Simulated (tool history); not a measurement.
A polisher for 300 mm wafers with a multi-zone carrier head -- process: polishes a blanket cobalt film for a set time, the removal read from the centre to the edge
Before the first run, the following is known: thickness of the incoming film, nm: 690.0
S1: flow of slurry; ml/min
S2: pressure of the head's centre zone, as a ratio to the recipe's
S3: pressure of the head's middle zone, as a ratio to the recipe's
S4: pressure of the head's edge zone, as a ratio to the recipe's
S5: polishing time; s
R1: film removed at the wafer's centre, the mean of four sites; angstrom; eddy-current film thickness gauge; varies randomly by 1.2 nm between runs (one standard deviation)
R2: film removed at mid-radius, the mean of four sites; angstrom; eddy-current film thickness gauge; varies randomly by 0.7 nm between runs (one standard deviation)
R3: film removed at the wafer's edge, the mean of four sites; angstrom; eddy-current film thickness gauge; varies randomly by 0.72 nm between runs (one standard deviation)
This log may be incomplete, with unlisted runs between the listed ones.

run,hour,S1,S2,S3,S4,S5,R1,R2,R3
1,0,185,1,1,1,32,1209.2,1201.8,1204.9
2,6.2,150,1,1,1,32,1186.3,1176.1,1176.5
3,12.2,180,1,1,1,32,1172.5,1196.2,1190.7
4,19.7,170,0.99,0.97,0.95,31,1155.4,1147.4,1114.4
5,23.3,190,0.99,0.97,0.95,31,1165.3,1141.8,1127.9
6,27.8,190,0.99,0.97,0.95,37,1379.8,1368.6,1351.6

What does the tool deliver on the next run?
7,36.8,180,0.96,0.92,0.92,35,?,?,?

R1: 1239.5 angstrom
R2: 1251.7 angstrom
R3: 1266.5 angstrom

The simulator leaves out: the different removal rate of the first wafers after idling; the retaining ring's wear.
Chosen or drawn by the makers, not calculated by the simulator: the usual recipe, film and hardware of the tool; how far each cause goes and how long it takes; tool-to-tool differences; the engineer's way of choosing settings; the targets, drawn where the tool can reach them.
